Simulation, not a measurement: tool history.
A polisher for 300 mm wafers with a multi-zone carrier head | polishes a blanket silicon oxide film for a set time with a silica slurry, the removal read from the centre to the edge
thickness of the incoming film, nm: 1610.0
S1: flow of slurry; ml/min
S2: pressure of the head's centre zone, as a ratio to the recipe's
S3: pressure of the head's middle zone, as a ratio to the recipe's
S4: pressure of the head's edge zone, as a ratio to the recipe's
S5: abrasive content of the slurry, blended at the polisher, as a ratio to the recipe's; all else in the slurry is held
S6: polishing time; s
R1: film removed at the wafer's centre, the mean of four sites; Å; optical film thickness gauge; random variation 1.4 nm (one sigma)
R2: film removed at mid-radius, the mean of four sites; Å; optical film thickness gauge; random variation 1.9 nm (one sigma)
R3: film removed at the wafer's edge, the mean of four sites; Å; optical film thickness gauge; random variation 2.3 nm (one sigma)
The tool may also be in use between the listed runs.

| run | hour | S1 | S2 | S3 | S4 | S5 | S6 | R1 | R2 | R3 |
|---|---|---|---|---|---|---|---|---|---|---|
| 1 | 0 | 245 | 1 | 1 | 1 | 1 | 45 | 2429.2 | 2376.2 | 2419.5 |
| 2 | 6.7 | 245 | 1.04 | 1 | 1 | 1 | 45 | 2502.7 | 2365.8 | 2384.5 |
| 3 | 12.6 | 245 | 1.04 | 1 | 1 | 1 | 40 | 2206.4 | 2066.9 | 2142.3 |
| 4 | 15 | 240 | 1 | 0.99 | 0.98 | 0.95 | 40 | 2056.9 | 2025.1 | 1999.3 |
| 5 | 16.1 | 240 | 1 | 0.94 | 0.98 | 0.95 | 40 | 2073.1 | 1985.1 | 2081.3 |
| 6 | 23.4 | 240 | 1 | 0.94 | 0.93 | 0.95 | 40 | 2042.9 | 2010.1 | 2043.5 |

Forecast run 7:
| 7 | 25.2 | 235 | 0.97 | 0.92 | 0.93 | 0.9 | 40 | ? | ? | ? |

Run 7 gave R1 1969.6 Å, R2 1857.3 Å, R3 1972.2 Å.
